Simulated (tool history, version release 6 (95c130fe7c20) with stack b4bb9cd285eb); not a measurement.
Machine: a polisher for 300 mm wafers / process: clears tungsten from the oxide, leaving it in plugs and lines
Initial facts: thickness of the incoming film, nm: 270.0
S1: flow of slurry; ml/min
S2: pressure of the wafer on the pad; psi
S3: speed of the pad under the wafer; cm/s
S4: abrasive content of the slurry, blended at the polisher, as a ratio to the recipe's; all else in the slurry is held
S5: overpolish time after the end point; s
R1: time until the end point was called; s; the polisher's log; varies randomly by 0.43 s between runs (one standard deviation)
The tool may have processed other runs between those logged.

run	day	S1	S2	S3	S4	S5	R1
1	0.000	275	4.1	122	1.0	12	45.567
2	0.154	275	4.1	122	0.9	12	46.342
3	0.317	275	4.1	122	0.9	12	46.826
4	0.342	275	3.8	122	0.9	12	50.160
5	0.575	300	3.8	122	0.9	12	51.330
6	0.892	300	4.3	124	0.9	12	43.635
7	0.929	300	4.6	124	0.9	12	40.112
8	1.288	300	4.8	124	0.9	12	40.071
9	1.450	300	5.1	124	0.9	12	36.429

What will run 10 give?
10	1.617	300	5.2	124	0.9	12	?

R1: 36.778 s

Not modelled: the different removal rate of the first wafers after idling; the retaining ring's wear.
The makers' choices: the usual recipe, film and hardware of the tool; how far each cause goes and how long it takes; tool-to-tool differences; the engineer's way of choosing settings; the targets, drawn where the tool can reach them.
